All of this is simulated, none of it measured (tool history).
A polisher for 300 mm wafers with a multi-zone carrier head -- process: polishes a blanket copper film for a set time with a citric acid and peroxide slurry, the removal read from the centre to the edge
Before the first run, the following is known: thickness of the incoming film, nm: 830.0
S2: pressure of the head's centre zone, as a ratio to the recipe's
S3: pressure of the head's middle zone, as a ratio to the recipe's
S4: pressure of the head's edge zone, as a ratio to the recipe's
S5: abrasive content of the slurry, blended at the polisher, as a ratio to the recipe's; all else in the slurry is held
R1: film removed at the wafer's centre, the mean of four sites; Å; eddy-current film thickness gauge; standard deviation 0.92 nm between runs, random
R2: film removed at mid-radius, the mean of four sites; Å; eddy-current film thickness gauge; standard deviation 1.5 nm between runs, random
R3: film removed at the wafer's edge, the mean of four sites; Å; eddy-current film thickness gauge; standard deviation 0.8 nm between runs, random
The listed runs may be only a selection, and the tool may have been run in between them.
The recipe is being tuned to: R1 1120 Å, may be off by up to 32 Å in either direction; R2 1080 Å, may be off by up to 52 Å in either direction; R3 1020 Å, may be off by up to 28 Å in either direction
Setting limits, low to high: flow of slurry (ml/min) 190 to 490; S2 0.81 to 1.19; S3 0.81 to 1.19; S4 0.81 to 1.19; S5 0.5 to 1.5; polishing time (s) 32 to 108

Run 1, hour 0: flow of slurry (ml/min) 315, S2 1, S3 1, S4 1, S5 1, polishing time (s) 70. Result: R1 1272.1 Å, R2 1253.5 Å, R3 1202.9 Å.
Run 2, hour 4.5: flow of slurry (ml/min) 315, S2 1, S3 1, S4 1, S5 1, polishing time (s) 82. Result: R1 1502.2 Å, R2 1471.1 Å, R3 1383.7 Å.
Run 3, hour 8.3: flow of slurry (ml/min) 315, S2 1, S3 1, S4 1, S5 1, polishing time (s) 73. Result: R1 1325.9 Å, R2 1292.7 Å, R3 1250.4 Å.
Run 4, hour 14.7: flow of slurry (ml/min) 315, S2 1, S3 1, S4 1, S5 0.85, polishing time (s) 73. Result: R1 1273.2 Å, R2 1276.2 Å, R3 1204.4 Å.
Run 5, hour 21.1: flow of slurry (ml/min) 315, S2 1, S3 1, S4 1, S5 1.05, polishing time (s) 73. Result: R1 1326.8 Å, R2 1322.5 Å, R3 1259.4 Å.
Run 6, hour 25.6: flow of slurry (ml/min) 310, S2 0.99, S3 0.99, S4 0.97, S5 0.95, polishing time (s) 73. Result: R1 1288.9 Å, R2 1284.4 Å, R3 1208.9 Å.
Run 7, hour 27.8: flow of slurry (ml/min) 305, S2 0.98, S3 0.97, S4 0.95, S5 0.9, polishing time (s) 73. Result: R1 1264.4 Å, R2 1254.5 Å, R3 1174.7 Å.
Run 8, hour 32.4: flow of slurry (ml/min) 280, S2 0.91, S3 0.87, S4 0.85, S5 0.65, polishing time (s) 72. Result: R1 1083.3 Å, R2 1070.5 Å, R3 1022.5 Å.
Run 9, hour 39.3: flow of slurry (ml/min) 280, S2 0.91, S3 0.87, S4 0.85, S5 0.65, polishing time (s) 72. Result: R1 1072.6 Å, R2 1049.8 Å, R3 1039.4 Å.
Run 10, hour 44.2: flow of slurry (ml/min) 285, S2 0.92, S3 0.88, S4 0.85, S5 0.65, polishing time (s) 72. Result: R1 1090.9 Å, R2 1062.6 Å, R3 1024.6 Å.

Exactly one of the 5 candidate moves below puts every result within its allowed miss. Which one?
Run A, hour 49.1: flow of slurry (ml/min) 290, S2 0.96, S3 0.91, S4 0.84, S5 0.5, polishing time (s) 75. Result: R1 ?, R2 ?, R3 ?.
Run B, hour 49.1: flow of slurry (ml/min) 305, S2 0.9, S3 0.88, S4 0.86, S5 0.8, polishing time (s) 71. Result: R1 ?, R2 ?, R3 ?.
Run C, hour 49.1: flow of slurry (ml/min) 345, S2 0.95, S3 0.9, S4 0.96, S5 0.65, polishing time (s) 67. Result: R1 ?, R2 ?, R3 ?.
Run D, hour 49.1: flow of slurry (ml/min) 245, S2 0.99, S3 0.81, S4 0.88, S5 0.7, polishing time (s) 71. Result: R1 ?, R2 ?, R3 ?.
Run E, hour 49.1: flow of slurry (ml/min) 310, S2 0.89, S3 0.82, S4 0.86, S5 0.55, polishing time (s) 74. Result: R1 ?, R2 ?, R3 ?.

move      R1      R2      R3
   A  1099.9  1066.8  1006.1
   B    1077  1092.2    1061
   C  1043.2  1013.8  1019.3
   D  1120.2  985.15  1023.5
   E  1031.7  1014.9  1028.2
A: each result inside its tolerance
B: lands further from the targets than the last run did
C: lands further from the targets than the last run did
D: the worst result of the last run now meets its target, but another is out of spec
E: lands further from the targets than the last run did
A is the move that brings every result within its allowed miss.

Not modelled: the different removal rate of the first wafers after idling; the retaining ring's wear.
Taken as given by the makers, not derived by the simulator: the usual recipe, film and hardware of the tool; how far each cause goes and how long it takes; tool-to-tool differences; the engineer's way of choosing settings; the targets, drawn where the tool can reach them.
